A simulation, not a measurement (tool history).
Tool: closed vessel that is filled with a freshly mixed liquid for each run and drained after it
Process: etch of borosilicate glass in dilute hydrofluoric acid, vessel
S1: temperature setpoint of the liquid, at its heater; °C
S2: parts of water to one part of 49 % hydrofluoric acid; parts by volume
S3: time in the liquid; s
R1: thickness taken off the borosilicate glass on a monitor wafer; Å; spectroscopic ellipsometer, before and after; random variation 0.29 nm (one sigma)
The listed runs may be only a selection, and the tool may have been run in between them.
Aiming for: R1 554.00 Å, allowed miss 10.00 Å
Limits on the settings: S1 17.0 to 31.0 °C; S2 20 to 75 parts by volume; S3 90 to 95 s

| run | hour | S1 | S2 | S3 | R1 |
|---|---|---|---|---|---|
| 1 | 0.0 | 23.0 | 45 | 90 | 813.57 |
| 2 | 1.1 | 22.0 | 45 | 90 | 788.69 |
| 3 | 9.7 | 22.0 | 55 | 90 | 628.41 |
| 4 | 13.3 | 21.5 | 55 | 90 | 618.12 |
| 5 | 17.7 | 21.0 | 55 | 90 | 611.32 |
| 6 | 18.9 | 21.0 | 45 | 90 | 759.75 |
| 7 | 21.7 | 20.0 | 45 | 90 | 723.11 |
| 8 | 26.9 | 17.0 | 50 | 90 | 565.44 |
| 9 | 32.0 | 17.0 | 50 | 90 | 564.08 |
| 10 | 35.2 | 17.5 | 50 | 90 | 579.39 |
| 11 | 38.4 | 17.0 | 50 | 90 | 565.96 |
| 12 | 43.1 | 17.5 | 50 | 90 | 586.64 |
| 13 | 45.7 | 17.0 | 50 | 90 | 569.36 |
| 14 | 51.8 | 17.5 | 50 | 90 | 580.52 |
| 15 | 57.0 | 17.0 | 50 | 90 | 565.06 |
| 16 | 63.2 | 17.5 | 50 | 90 | 582.52 |
| 17 | 71.7 | 17.0 | 50 | 90 | 569.95 |
| 18 | 78.7 | 17.5 | 50 | 90 | 582.78 |
| 19 | 83.7 | 17.0 | 50 | 90 | 565.94 |
| 20 | 89.3 | 17.5 | 50 | 90 | 579.57 |
| 21 | 97.8 | 17.0 | 50 | 90 | 566.18 |
| 22 | 105.7 | 17.5 | 50 | 90 | 580.46 |
| 23 | 111.3 | 17.0 | 50 | 90 | 562.15 |
| 24 | 113.4 | 17.0 | 50 | 90 | 567.99 |
| 25 | 122.4 | 17.5 | 50 | 90 | 580.62 |

Which of these 4 next moves meets every target?
| A | 131.4 | 19.0 | 50 | 90 | ? |
| B | 131.4 | 18.5 | 50 | 90 | ? |
| C | 131.4 | 17.5 | 55 | 95 | ? |
| D | 131.4 | 18.0 | 50 | 90 | ? |

| move | R1 |
|---|---|
| A | 616.64 |
| B | 603.55 |
| C | 551.60 |
| D | 590.70 |
A: lands further from the targets than the last run did
B: lands further from the targets than the last run did
C: every result lands within tolerance
D: lands further from the targets than the last run did
The move that meets every target is C.

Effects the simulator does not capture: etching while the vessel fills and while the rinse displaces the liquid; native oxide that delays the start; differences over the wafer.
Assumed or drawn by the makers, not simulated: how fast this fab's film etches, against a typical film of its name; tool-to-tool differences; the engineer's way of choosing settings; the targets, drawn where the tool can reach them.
